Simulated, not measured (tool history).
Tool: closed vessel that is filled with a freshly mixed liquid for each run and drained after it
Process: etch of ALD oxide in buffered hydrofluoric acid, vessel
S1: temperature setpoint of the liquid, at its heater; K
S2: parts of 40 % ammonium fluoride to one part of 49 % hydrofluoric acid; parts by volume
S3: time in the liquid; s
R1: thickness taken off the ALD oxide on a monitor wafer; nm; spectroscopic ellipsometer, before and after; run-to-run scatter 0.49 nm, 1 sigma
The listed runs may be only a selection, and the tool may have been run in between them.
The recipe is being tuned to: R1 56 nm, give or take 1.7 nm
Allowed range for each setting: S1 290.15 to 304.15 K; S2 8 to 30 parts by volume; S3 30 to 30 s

run,hour,S1,S2,S3,R1
1,0,296.15,22.5,30,25.129
2,2.4,298.15,22.5,30,27.873
3,3.7,298.15,22.5,30,27.994
4,4.6,301.65,22.5,30,33.803
5,11.3,302.15,21,30,36.212
6,16.7,302.65,19.5,30,38.823
7,18.6,302.65,18,30,42.823
8,25,304.15,13,30,63.223
9,31.1,304.15,13,30,64.202

5 candidate next runs follow, results not yet known. Just one meets every target within its allowed miss. Identify it.
A,37.2,303.15,13,30,?
B,37.2,304.15,14,30,?
C,37.2,301.65,13,30,?
D,37.2,301.15,11.5,30,?
E,37.2,302.15,12.5,30,?

move,R1
A,61.439
B,60.216
C,56.763
D,62.307
E,60.563
A: closer than the last run, but not yet in spec
B: closer than the last run, but not yet in spec
C: all results in spec
D: closer than the last run, but not yet in spec
E: closer than the last run, but not yet in spec
The move that meets every target is C.

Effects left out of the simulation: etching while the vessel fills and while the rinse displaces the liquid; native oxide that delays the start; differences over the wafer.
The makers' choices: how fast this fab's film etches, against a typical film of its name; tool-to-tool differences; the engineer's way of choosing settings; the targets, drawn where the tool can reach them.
